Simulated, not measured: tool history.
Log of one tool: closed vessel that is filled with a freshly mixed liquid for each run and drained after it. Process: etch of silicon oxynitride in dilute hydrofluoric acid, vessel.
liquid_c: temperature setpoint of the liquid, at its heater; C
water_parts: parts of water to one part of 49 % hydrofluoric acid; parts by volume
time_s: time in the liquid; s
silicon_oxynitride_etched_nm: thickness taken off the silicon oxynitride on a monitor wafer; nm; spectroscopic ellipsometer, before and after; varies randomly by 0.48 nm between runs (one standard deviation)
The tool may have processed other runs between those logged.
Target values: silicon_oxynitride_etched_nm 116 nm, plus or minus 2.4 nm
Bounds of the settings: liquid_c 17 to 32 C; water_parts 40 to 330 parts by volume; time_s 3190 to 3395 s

| run | hour | liquid_c | water_parts | time_s | silicon_oxynitride_etched_nm |
|---|---|---|---|---|---|
| 1 | 0 | 24 | 185 | 3190 | 38.186 |
| 2 | 4.3 | 24 | 185 | 3395 | 40.374 |
| 3 | 7.5 | 24 | 130 | 3395 | 59.969 |
| 4 | 9.4 | 25.5 | 120 | 3395 | 70.855 |
| 5 | 16.8 | 27 | 115 | 3395 | 79.783 |
| 6 | 23.4 | 27 | 170 | 3395 | 51.274 |
| 7 | 32.3 | 28 | 155 | 3395 | 59.358 |
| 8 | 40 | 29 | 140 | 3395 | 69.246 |
| 9 | 45.9 | 29.5 | 130 | 3395 | 77.213 |
| 10 | 47.4 | 30 | 120 | 3395 | 86.096 |
| 11 | 51 | 30 | 120 | 3395 | 86.787 |
| 12 | 57.3 | 30.5 | 115 | 3395 | 92.536 |
| 13 | 57.9 | 31 | 110 | 3395 | 99.914 |
| 14 | 65.3 | 31 | 105 | 3395 | 105.96 |
| 15 | 71.5 | 31.5 | 100 | 3395 | 113.46 |

Next run, 5 choices. One meets every target within its allowed miss, the rest don't. Which?
| A | 77.7 | 32 | 100 | 3395 | ? |
| B | 77.7 | 31 | 95 | 3225 | ? |
| C | 77.7 | 31 | 95 | 3230 | ? |
| D | 77.7 | 32 | 105 | 3345 | ? |
| E | 77.7 | 32 | 105 | 3380 | ? |

| move | silicon_oxynitride_etched_nm |
|---|---|
| A | 116.02 |
| B | 111.57 |
| C | 111.75 |
| D | 108.28 |
| E | 109.41 |
A: all results land within tolerance of their targets
B: lands further from the targets than the last run did
C: lands further from the targets than the last run did
D: lands further from the targets than the last run did
E: lands further from the targets than the last run did
Answer: A
